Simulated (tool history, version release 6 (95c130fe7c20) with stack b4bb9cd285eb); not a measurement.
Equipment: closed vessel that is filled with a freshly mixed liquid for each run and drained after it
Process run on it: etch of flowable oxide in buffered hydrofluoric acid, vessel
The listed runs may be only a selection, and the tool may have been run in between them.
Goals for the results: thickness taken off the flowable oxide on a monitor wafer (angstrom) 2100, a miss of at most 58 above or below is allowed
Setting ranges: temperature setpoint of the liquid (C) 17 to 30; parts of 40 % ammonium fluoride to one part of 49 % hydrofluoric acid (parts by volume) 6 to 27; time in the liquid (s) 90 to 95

run	day	temperature setpoint of the liquid (C)	parts of 40 % ammonium fluoride to one part of 49 % hydrofluoric acid (parts by volume)	time in the liquid (s)	thickness taken off the flowable oxide on a monitor wafer (angstrom)
1	0	22	16.5	90	2618.9
2	0.167	22	16.5	90	2619.7
3	0.271	21.5	16.5	90	2546.9
4	0.429	21.5	16.5	95	2693.3
5	0.533	21.5	16.5	95	2686.5
6	0.646	25	16.5	95	3270.7
7	0.7	24	16.5	95	3086.5
8	0.825	23	16.5	95	2918.8
9	1.188	22	16.5	95	2769.5

Which of these 5 next moves meets every target?
A	1.55	21.5	16.5	90	?
B	1.55	21	18	90	?
C	1.55	22	11.5	95	?
D	1.55	21.5	19.5	95	?
E	1.55	22.5	21.5	90	?

move	thickness taken off the flowable oxide on a monitor wafer (angstrom)
A	2554.9
B	2280.5
C	3951.2
D	2287.1
E	2125.2
A: better than the last run, though not everything is in spec
B: better than the last run, though not everything is in spec
C: lands further from the targets than the last run did
D: better than the last run, though not everything is in spec
E: meets every target
So the answer is move E, the one that meets all the targets.

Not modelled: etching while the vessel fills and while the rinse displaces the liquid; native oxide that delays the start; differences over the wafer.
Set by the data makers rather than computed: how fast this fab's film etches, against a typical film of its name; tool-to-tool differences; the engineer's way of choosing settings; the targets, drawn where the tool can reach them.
